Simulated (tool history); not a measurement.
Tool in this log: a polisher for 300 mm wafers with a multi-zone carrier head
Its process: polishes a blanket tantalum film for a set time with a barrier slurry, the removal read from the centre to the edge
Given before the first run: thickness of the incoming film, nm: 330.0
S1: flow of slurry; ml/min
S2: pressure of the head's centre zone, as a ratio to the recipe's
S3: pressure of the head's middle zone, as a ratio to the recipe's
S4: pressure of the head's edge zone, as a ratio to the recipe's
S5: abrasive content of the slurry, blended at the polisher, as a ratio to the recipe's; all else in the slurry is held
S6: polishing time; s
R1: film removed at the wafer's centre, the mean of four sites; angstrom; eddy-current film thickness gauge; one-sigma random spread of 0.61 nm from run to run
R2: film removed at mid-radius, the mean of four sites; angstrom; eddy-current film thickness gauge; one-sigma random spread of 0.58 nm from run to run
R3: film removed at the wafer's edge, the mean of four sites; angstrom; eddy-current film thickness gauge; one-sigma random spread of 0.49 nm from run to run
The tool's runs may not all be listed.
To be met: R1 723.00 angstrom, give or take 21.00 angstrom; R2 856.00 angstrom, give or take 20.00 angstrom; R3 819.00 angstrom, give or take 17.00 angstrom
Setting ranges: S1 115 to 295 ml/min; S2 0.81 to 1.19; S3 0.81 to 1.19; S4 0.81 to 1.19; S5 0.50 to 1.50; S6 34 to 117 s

run  hour   S1    S2    S3    S4    S5  S6      R1      R2      R3
  1   0.0  190  1.00  1.00  1.00  1.00  75  600.88  609.86  573.38
  2   2.6  200  0.98  1.02  1.05  1.15  77  631.94  670.47  639.40
  3   3.3  200  0.98  0.97  1.05  1.15  77  630.14  638.74  632.89
  4  11.3  200  0.91  0.97  1.05  1.15  77  596.69  641.45  635.88
  5  18.2  200  0.86  0.97  1.05  1.15  77  555.13  639.18  628.22
  6  26.3  210  0.88  1.00  1.08  1.25  78  606.83  682.48  666.94
  7  30.2  210  0.88  1.02  1.10  1.30  80  619.90  712.38  697.72
  8  33.2  260  0.93  1.12  1.19  1.50  84  735.85  864.57  795.98

Of the 5 settings listed for the next run, only one would bring every result within its allowed miss of target. Which one?
  A  36.2  295  0.95  1.12  1.17  1.50  81   ?   ?   ?
  B  36.2  250  0.96  1.07  1.16  1.50  88   ?   ?   ?
  C  36.2  285  0.89  1.07  1.16  1.50  86   ?   ?   ?
  D  36.2  230  0.93  1.13  1.06  1.45  86   ?   ?   ?
  E  36.2  295  0.94  1.11  1.11  1.45  83   ?   ?   ?

move      R1      R2      R3
   A  729.04  844.50  773.81
   B  785.65  867.87  827.31
   C  721.89  859.74  816.62
   D  730.75  874.15  762.22
   E  733.39  852.23  766.89
A: its largest miss is bigger than the last run's
B: corrects the largest miss of the last run, while another result sits out of spec
C: in spec on every target
D: its largest miss is bigger than the last run's
E: its largest miss is bigger than the last run's
C is the move that brings every result within its allowed miss.
